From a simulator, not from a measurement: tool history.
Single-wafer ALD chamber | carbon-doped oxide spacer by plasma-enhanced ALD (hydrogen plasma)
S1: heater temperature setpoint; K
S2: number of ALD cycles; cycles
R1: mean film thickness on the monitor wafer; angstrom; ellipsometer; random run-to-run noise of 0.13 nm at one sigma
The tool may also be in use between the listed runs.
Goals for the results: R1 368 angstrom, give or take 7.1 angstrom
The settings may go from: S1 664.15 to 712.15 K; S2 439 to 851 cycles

Run 1, hour 0: S1 688.15 K, S2 645 cycles. Result: R1 288 angstrom.
Run 2, hour 7.4: S1 683.15 K, S2 645 cycles. Result: R1 291.47 angstrom.
Run 3, hour 17.1: S1 683.15 K, S2 601 cycles. Result: R1 271.07 angstrom.
Run 4, hour 23.8: S1 683.15 K, S2 524 cycles. Result: R1 236.96 angstrom.
Run 5, hour 31.8: S1 680.15 K, S2 581 cycles. Result: R1 265.91 angstrom.
Run 6, hour 40.5: S1 673.15 K, S2 581 cycles. Result: R1 271.53 angstrom.
Run 7, hour 48.9: S1 671.15 K, S2 620 cycles. Result: R1 290.02 angstrom.
Run 8, hour 58.8: S1 670.15 K, S2 652 cycles. Result: R1 304.21 angstrom.
Run 9, hour 61.8: S1 669.15 K, S2 680 cycles. Result: R1 316.91 angstrom.
Run 10, hour 64.1: S1 668.15 K, S2 703 cycles. Result: R1 329.51 angstrom.

5 candidate next runs follow, results not yet known. Just one meets every target within its allowed miss. Identify it.
Run A, hour 66.4: S1 672.15 K, S2 655 cycles. Result: R1 ?.
Run B, hour 66.4: S1 675.15 K, S2 655 cycles. Result: R1 ?.
Run C, hour 66.4: S1 669.15 K, S2 786 cycles. Result: R1 ?.
Run D, hour 66.4: S1 664.15 K, S2 747 cycles. Result: R1 ?.
Run E, hour 66.4: S1 672.15 K, S2 743 cycles. Result: R1 ?.

move      R1
   A  305.65
   B  303.14
   C  366.78
   D  348.58
   E  346.72
A: moves away from the targets compared with the last run
B: moves away from the targets compared with the last run
C: in spec on every target
D: moves toward the targets from the last run without getting all of them in spec
E: moves toward the targets from the last run without getting all of them in spec
C meets every target.

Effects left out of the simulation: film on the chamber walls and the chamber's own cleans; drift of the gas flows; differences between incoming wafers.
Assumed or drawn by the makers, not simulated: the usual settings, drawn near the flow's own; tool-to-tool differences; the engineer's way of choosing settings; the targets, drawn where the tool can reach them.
